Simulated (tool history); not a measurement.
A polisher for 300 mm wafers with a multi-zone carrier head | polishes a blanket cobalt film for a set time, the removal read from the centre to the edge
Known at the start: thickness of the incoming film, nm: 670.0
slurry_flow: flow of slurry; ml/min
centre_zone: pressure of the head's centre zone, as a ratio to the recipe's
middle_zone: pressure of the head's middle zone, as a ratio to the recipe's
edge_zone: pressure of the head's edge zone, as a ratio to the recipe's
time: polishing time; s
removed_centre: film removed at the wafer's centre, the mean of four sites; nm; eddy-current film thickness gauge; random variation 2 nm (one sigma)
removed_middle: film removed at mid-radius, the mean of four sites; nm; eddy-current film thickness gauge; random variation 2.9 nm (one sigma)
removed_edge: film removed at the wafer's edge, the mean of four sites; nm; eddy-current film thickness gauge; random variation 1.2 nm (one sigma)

run 1 hour=0.0 | slurry_flow=125 centre_zone=1.00 middle_zone=1.00 edge_zone=1.00 time=48 | removed_centre=134.16 removed_middle=132.29 removed_edge=142.43
run 2 hour=0.9 | slurry_flow=140 centre_zone=0.99 middle_zone=1.05 edge_zone=1.04 time=51 | removed_centre=145.51 removed_middle=154.60 removed_edge=156.58
run 3 hour=5.6 | slurry_flow=140 centre_zone=0.99 middle_zone=1.05 edge_zone=0.98 time=51 | removed_centre=145.89 removed_middle=154.68 removed_edge=151.19
run 4 hour=11.1 | slurry_flow=150 centre_zone=0.98 middle_zone=1.07 edge_zone=1.04 time=53 | removed_centre=151.90 removed_middle=169.08 removed_edge=165.53
run 5 hour=15.2 | slurry_flow=170 centre_zone=0.98 middle_zone=1.07 edge_zone=1.04 time=53 | removed_centre=158.00 removed_middle=173.43 removed_edge=167.88
-- hour=17.7 slurry nozzle cleaned
run 6 hour=17.7 | slurry_flow=170 centre_zone=0.98 middle_zone=1.07 edge_zone=1.04 time=64 | removed_centre=206.14 removed_middle=220.00 removed_edge=213.56

The next listed run, before its measurement:
run 7 hour=26.4 | slurry_flow=150 centre_zone=0.96 middle_zone=1.07 edge_zone=1.02 time=64 | removed_centre=? removed_middle=? removed_edge=?

removed_centre: 192.58 nm
removed_middle: 218.86 nm
removed_edge: 207.19 nm
